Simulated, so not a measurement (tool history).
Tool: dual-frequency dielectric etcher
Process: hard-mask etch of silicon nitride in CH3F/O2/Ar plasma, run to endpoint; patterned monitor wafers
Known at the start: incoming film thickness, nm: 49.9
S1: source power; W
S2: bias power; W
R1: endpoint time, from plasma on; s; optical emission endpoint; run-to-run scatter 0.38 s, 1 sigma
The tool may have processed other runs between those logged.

Run 1, day 0.000: S1 450 W, S2 69 W. Result: R1 68.642 s.
Run 2, day 0.325: S1 480 W, S2 72 W. Result: R1 65.043 s.
Run 3, day 0.542: S1 500 W, S2 73 W. Result: R1 64.057 s.
Run 4, day 0.667: S1 520 W, S2 74 W. Result: R1 62.094 s.
Run 5, day 1.029: S1 490 W, S2 74 W. Result: R1 64.546 s.
Run 6, day 1.296: S1 510 W, S2 75 W. Result: R1 63.167 s.
Run 7, day 1.517: S1 530 W, S2 76 W. Result: R1 61.786 s.
Run 8, day 1.579: S1 530 W, S2 76 W. Result: R1 61.825 s.
Run 9, day 1.621: S1 550 W, S2 77 W. Result: R1 61.432 s.

What will run 10 give?
Run 10, day 1.883: S1 560 W, S2 79 W. Result: R1 ?.

For run 10 the tool returned R1 59.638 s.

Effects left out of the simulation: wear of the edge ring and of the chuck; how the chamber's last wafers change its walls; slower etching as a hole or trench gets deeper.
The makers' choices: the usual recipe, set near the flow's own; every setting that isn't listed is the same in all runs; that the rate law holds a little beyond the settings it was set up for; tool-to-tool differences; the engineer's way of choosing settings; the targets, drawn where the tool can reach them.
